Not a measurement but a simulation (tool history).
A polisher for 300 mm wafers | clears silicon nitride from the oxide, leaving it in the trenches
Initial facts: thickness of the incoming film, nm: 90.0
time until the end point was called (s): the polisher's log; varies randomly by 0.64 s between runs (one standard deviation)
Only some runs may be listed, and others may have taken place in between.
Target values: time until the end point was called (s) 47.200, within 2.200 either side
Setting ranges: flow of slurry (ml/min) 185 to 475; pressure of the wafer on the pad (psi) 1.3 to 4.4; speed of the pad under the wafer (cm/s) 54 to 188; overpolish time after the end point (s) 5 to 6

run  hour  flow of slurry (ml/min)  pressure of the wafer on the pad (psi)  speed of the pad under the wafer (cm/s)  overpolish time after the end point (s)  time until the end point was called (s)
  1   0.0                      305                                     2.8                                      120                                        6                                   85.494
  2   7.2                      305                                     2.8                                      120                                        5                                   83.787
  3   8.5                      305                                     3.1                                      120                                        5                                   78.564
  4  10.4                      305                                     3.3                                      124                                        5                                   72.074
  5  18.4                      305                                     3.3                                      148                                        5                                   59.317
  6  22.5                      305                                     3.3                                      148                                        6                                   60.199
     29.7  -- slurry nozzle cleaned
  7  29.7                      305                                     3.4                                      148                                        6                                   54.129
  8  31.7                      305                                     3.5                                      148                                        6                                   52.964
  9  32.8                      305                                     3.6                                      148                                        6                                   52.751
 10  41.4                      305                                     3.7                                      148                                        6                                   51.282

4 candidate next runs follow, results not yet known. Just one meets every target within its allowed miss. Identify it.
  A  50.0                      280                                     4.3                                      156                                        6                                        ?
  B  50.0                      310                                     3.3                                      146                                        5                                        ?
  C  50.0                      295                                     3.4                                      146                                        5                                        ?
  D  50.0                      215                                     3.5                                      174                                        6                                        ?

move  time until the end point was called (s)
   A                                   41.926
   B                                   57.405
   C                                   56.002
   D                                   47.406
A: pushes the last run's worst result past its target
B: further off than the last run
C: further off than the last run
D: hits every target within its allowed miss
D meets every target.

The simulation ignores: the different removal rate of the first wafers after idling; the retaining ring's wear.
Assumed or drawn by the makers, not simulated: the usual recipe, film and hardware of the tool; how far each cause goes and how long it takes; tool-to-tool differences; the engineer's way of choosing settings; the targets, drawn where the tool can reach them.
